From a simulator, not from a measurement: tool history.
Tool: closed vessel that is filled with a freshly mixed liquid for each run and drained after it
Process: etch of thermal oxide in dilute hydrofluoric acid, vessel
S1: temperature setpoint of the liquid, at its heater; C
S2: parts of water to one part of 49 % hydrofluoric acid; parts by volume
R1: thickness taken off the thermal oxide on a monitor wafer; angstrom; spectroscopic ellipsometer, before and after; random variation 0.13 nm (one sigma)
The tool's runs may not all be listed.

Run 1, hour 0: S1 21 C, S2 295 parts by volume, time in the liquid (s) 405. Result: R1 50.954 angstrom.
Run 2, hour 7.5: S1 22 C, S2 265 parts by volume, time in the liquid (s) 405. Result: R1 60.732 angstrom.
Run 3, hour 15.8: S1 19.5 C, S2 265 parts by volume, time in the liquid (s) 405. Result: R1 55.174 angstrom.
Run 4, hour 18.5: S1 21 C, S2 240 parts by volume, time in the liquid (s) 405. Result: R1 67.142 angstrom.
Run 5, hour 27.2: S1 22.5 C, S2 225 parts by volume, time in the liquid (s) 405. Result: R1 77.243 angstrom.
Run 6, hour 29: S1 22.5 C, S2 225 parts by volume, time in the liquid (s) 300. Result: R1 55.874 angstrom.
Run 7, hour 32.5: S1 22.5 C, S2 225 parts by volume, time in the liquid (s) 300. Result: R1 56.941 angstrom.
Run 8, hour 41.1: S1 23 C, S2 195 parts by volume, time in the liquid (s) 305. Result: R1 67.485 angstrom.

Forecast run 9:
Run 9, hour 49.4: S1 23.5 C, S2 170 parts by volume, time in the liquid (s) 310. Result: R1 ?.

{"run 9": {"R1": 82.797}}
